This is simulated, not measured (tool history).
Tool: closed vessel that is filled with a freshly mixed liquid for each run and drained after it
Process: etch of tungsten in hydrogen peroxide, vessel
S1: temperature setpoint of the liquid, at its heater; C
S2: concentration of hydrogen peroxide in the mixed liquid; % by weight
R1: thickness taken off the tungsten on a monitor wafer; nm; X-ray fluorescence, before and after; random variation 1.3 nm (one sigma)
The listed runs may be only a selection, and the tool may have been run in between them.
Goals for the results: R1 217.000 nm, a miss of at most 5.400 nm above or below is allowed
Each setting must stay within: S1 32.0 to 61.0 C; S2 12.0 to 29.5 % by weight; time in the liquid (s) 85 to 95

Run 1, hour 0.0: S1 45.0 C, S2 20.0 % by weight, time in the liquid (s) 85. Result: R1 106.770 nm.
Run 2, hour 6.8: S1 47.5 C, S2 20.0 % by weight, time in the liquid (s) 85. Result: R1 125.170 nm.
Run 3, hour 13.2: S1 47.5 C, S2 20.0 % by weight, time in the liquid (s) 95. Result: R1 139.550 nm.
Run 4, hour 19.7: S1 41.5 C, S2 20.0 % by weight, time in the liquid (s) 95. Result: R1 95.301 nm.
Run 5, hour 21.2: S1 36.5 C, S2 20.0 % by weight, time in the liquid (s) 95. Result: R1 69.375 nm.
Run 6, hour 24.7: S1 36.5 C, S2 20.0 % by weight, time in the liquid (s) 85. Result: R1 61.575 nm.
Run 7, hour 29.5: S1 41.0 C, S2 20.0 % by weight, time in the liquid (s) 85. Result: R1 82.829 nm.
Run 8, hour 34.1: S1 44.5 C, S2 20.0 % by weight, time in the liquid (s) 85. Result: R1 102.930 nm.
Run 9, hour 37.5: S1 47.0 C, S2 20.0 % by weight, time in the liquid (s) 85. Result: R1 120.930 nm.
At hour 44.3: new drum of peroxide connected.
Run 10, hour 44.3: S1 49.0 C, S2 20.0 % by weight, time in the liquid (s) 85. Result: R1 139.440 nm.
Run 11, hour 53.4: S1 50.5 C, S2 20.0 % by weight, time in the liquid (s) 85. Result: R1 154.140 nm.
Run 12, hour 54.3: S1 51.5 C, S2 20.0 % by weight, time in the liquid (s) 85. Result: R1 162.350 nm.
Run 13, hour 57.9: S1 52.5 C, S2 20.0 % by weight, time in the liquid (s) 85. Result: R1 172.470 nm.
Run 14, hour 66.5: S1 53.5 C, S2 20.0 % by weight, time in the liquid (s) 85. Result: R1 183.300 nm.

Exactly one of the 4 candidate moves below puts every result within its allowed miss. Which one?
Run A, hour 75.1: S1 54.0 C, S2 18.5 % by weight, time in the liquid (s) 95. Result: R1 ?.
Run B, hour 75.1: S1 55.0 C, S2 20.5 % by weight, time in the liquid (s) 85. Result: R1 ?.
Run C, hour 75.1: S1 55.0 C, S2 20.5 % by weight, time in the liquid (s) 90. Result: R1 ?.
Run D, hour 75.1: S1 54.5 C, S2 22.0 % by weight, time in the liquid (s) 85. Result: R1 ?.

move       R1
   A  202.140
   B  202.050
   C  213.940
   D  203.190
A: nearer than the last run, and not there yet
B: nearer than the last run, and not there yet
C: in spec on every target
D: nearer than the last run, and not there yet
Correct choice: C, which meets every target
